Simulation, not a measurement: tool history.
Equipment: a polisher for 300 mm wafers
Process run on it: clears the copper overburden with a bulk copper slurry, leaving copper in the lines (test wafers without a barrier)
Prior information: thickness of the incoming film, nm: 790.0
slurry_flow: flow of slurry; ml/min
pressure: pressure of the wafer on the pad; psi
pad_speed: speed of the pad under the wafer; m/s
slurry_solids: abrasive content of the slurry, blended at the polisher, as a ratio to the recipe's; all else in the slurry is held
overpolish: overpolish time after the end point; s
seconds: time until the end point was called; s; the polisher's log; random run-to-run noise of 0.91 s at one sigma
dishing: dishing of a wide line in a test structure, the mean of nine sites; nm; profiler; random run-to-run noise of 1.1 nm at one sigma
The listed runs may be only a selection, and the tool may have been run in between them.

run 1 hour=0.0 | slurry_flow=290 pressure=2.9 pad_speed=1.04 slurry_solids=1.00 overpolish=13 | seconds=102.810 dishing=62.200
run 2 hour=3.4 | slurry_flow=355 pressure=2.9 pad_speed=1.04 slurry_solids=1.00 overpolish=13 | seconds=98.372 dishing=64.123
run 3 hour=4.1 | slurry_flow=360 pressure=3.3 pad_speed=1.06 slurry_solids=1.00 overpolish=12 | seconds=90.437 dishing=67.669
run 4 hour=11.8 | slurry_flow=335 pressure=3.3 pad_speed=1.06 slurry_solids=1.00 overpolish=12 | seconds=88.368 dishing=65.700
run 5 hour=17.6 | slurry_flow=335 pressure=3.3 pad_speed=1.06 slurry_solids=0.85 overpolish=12 | seconds=95.228 dishing=64.383
run 6 hour=21.3 | slurry_flow=270 pressure=3.3 pad_speed=1.06 slurry_solids=0.85 overpolish=12 | seconds=91.669 dishing=62.927
run 7 hour=30.0 | slurry_flow=265 pressure=3.6 pad_speed=1.12 slurry_solids=0.85 overpolish=11 | seconds=82.428 dishing=65.250

For run 8, what comes out?
-- hour=36.3 worn pad replaced by a new one
run 8 hour=36.3 | slurry_flow=280 pressure=4.4 pad_speed=1.40 slurry_solids=0.90 overpolish=7 | seconds=? dishing=?

{"run 8": {"seconds": 50.959, "dishing": 68.131}}

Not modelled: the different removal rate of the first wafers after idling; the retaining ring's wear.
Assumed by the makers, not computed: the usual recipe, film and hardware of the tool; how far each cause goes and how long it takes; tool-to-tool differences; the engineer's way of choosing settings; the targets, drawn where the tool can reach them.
